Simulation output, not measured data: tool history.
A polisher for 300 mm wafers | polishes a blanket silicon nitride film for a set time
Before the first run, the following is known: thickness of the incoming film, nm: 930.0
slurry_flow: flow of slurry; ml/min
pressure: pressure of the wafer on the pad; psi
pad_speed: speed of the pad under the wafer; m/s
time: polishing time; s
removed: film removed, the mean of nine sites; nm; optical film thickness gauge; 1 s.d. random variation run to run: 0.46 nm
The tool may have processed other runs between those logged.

run 1 hour=0.0 | slurry_flow=215 pressure=3.3 pad_speed=1.12 time=59 | removed=109.930
run 2 hour=3.5 | slurry_flow=215 pressure=3.3 pad_speed=1.12 time=59 | removed=110.610
run 3 hour=8.0 | slurry_flow=210 pressure=2.7 pad_speed=1.12 time=59 | removed=90.402
run 4 hour=16.7 | slurry_flow=210 pressure=2.7 pad_speed=1.12 time=62 | removed=94.919
run 5 hour=24.8 | slurry_flow=200 pressure=2.3 pad_speed=1.12 time=62 | removed=81.620
run 6 hour=29.2 | slurry_flow=200 pressure=2.3 pad_speed=1.12 time=59 | removed=77.708
run 7 hour=30.8 | slurry_flow=190 pressure=2.1 pad_speed=1.12 time=59 | removed=70.090
run 8 hour=33.2 | slurry_flow=175 pressure=2.1 pad_speed=1.12 time=59 | removed=69.280

Run 9 is up next; what results do you expect?
run 9 hour=38.5 | slurry_flow=165 pressure=2.1 pad_speed=1.12 time=59 | removed=?

{"run 9": {"removed": 68.465}}
